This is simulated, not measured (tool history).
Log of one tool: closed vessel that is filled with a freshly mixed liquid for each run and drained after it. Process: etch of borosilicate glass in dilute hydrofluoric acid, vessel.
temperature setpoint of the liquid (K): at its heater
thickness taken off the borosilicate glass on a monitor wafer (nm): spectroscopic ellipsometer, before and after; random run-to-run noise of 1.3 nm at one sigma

run  hour  temperature setpoint of the liquid (K)  parts of water to one part of 49 % hydrofluoric acid (parts by volume)  time in the liquid (s)  thickness taken off the borosilicate glass on a monitor wafer (nm)
  1   0.0                                  298.15                                                                      75                      95                                                              54.513
  2   8.5                                  300.65                                                                      60                      95                                                              76.672
  3  12.7                                  302.65                                                                      50                      95                                                             101.390
  4  14.2                                  302.65                                                                      50                      95                                                             100.860
  5  22.2                                  304.65                                                                      50                      95                                                             109.820
  6  29.1                                  304.65                                                                      50                     105                                                             120.970

Predict the results of run 7:
  7  33.7                                  305.15                                                                      45                     105                                                                   ?

{"run 7": {"thickness taken off the borosilicate glass on a monitor wafer (nm)": 139.08}}

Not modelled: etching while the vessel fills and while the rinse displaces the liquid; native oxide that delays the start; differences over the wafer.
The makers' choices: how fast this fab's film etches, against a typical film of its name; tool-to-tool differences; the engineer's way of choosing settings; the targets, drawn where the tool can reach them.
